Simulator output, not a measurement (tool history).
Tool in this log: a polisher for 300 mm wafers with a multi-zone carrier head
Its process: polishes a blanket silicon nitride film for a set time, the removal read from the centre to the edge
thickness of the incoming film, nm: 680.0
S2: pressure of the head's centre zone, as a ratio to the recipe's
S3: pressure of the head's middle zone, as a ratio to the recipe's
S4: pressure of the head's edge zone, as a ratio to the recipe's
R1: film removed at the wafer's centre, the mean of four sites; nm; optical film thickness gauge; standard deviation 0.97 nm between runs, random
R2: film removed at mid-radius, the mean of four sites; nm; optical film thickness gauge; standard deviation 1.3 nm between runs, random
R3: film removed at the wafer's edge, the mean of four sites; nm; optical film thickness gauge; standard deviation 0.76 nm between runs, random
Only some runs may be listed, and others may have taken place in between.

{"run": 1, "day": 0.0, "flow of slurry (ml/min)": 320, "S2": 1.0, "S3": 1.0, "S4": 1.0, "polishing time (s)": 33, "R1": 55.602, "R2": 55.264, "R3": 55.928}
{"run": 2, "day": 0.154, "flow of slurry (ml/min)": 320, "S2": 0.99, "S3": 1.01, "S4": 1.01, "polishing time (s)": 34, "R1": 56.767, "R2": 57.55, "R3": 58.735}
{"run": 3, "day": 0.371, "flow of slurry (ml/min)": 320, "S2": 0.99, "S3": 1.01, "S4": 0.96, "polishing time (s)": 34, "R1": 56.973, "R2": 56.311, "R3": 56.922}
{"run": 4, "day": 0.733, "flow of slurry (ml/min)": 320, "S2": 0.99, "S3": 1.09, "S4": 0.96, "polishing time (s)": 34, "R1": 55.268, "R2": 60.327, "R3": 57.208}
{"run": 5, "day": 0.912, "flow of slurry (ml/min)": 320, "S2": 0.99, "S3": 1.09, "S4": 0.98, "polishing time (s)": 35, "R1": 58.779, "R2": 63.768, "R3": 58.185}
{"run": 6, "day": 1.008, "flow of slurry (ml/min)": 265, "S2": 0.99, "S3": 1.09, "S4": 0.98, "polishing time (s)": 35, "R1": 57.306, "R2": 61.661, "R3": 58.036}
{"run": 7, "day": 1.288, "flow of slurry (ml/min)": 265, "S2": 0.98, "S3": 1.08, "S4": 1.0, "polishing time (s)": 36, "R1": 58.432, "R2": 62.05, "R3": 59.641}
{"run": 8, "day": 1.367, "flow of slurry (ml/min)": 275, "S2": 0.97, "S3": 1.08, "S4": 1.02, "polishing time (s)": 37, "R1": 59.064, "R2": 64.543, "R3": 62.296}
{"run": 9, "day": 1.562, "flow of slurry (ml/min)": 280, "S2": 0.97, "S3": 1.08, "S4": 1.04, "polishing time (s)": 38, "R1": 61.726, "R2": 67.534, "R3": 64.189}
{"run": 10, "day": 1.762, "flow of slurry (ml/min)": 285, "S2": 0.96, "S3": 1.07, "S4": 1.05, "polishing time (s)": 39, "R1": 63.259, "R2": 66.569, "R3": 66.464}
{"run": 11, "day": 1.938, "flow of slurry (ml/min)": 290, "S2": 0.95, "S3": 1.08, "S4": 1.06, "polishing time (s)": 40, "R1": 65.239, "R2": 71.911, "R3": 67.891}
{"run": 12, "day": 1.988, "flow of slurry (ml/min)": 285, "S2": 0.94, "S3": 1.07, "S4": 1.07, "polishing time (s)": 41, "R1": 65.579, "R2": 72.198, "R3": 70.256}
{"run": 13, "day": 2.346, "flow of slurry (ml/min)": 285, "S2": 0.93, "S3": 1.07, "S4": 1.08, "polishing time (s)": 42, "R1": 66.476, "R2": 73.733, "R3": 73.562}
{"run": 14, "day": 2.533, "flow of slurry (ml/min)": 290, "S2": 0.93, "S3": 1.07, "S4": 1.09, "polishing time (s)": 43, "R1": 69.317, "R2": 73.469, "R3": 74.69}
{"run": 15, "day": 2.883, "flow of slurry (ml/min)": 290, "S2": 0.92, "S3": 1.08, "S4": 1.09, "polishing time (s)": 44, "R1": 67.468, "R2": 76.459, "R3": 77.301}

What will run 16 give?
{"run": 16, "day": 2.929, "flow of slurry (ml/min)": 305, "S2": 0.99, "S3": 1.16, "S4": 1.17, "polishing time (s)": 47, "R1": "?", "R2": "?", "R3": "?"}

Run 16 produced R1 78.019 nm, R2 88.853 nm, R3 83.435 nm.
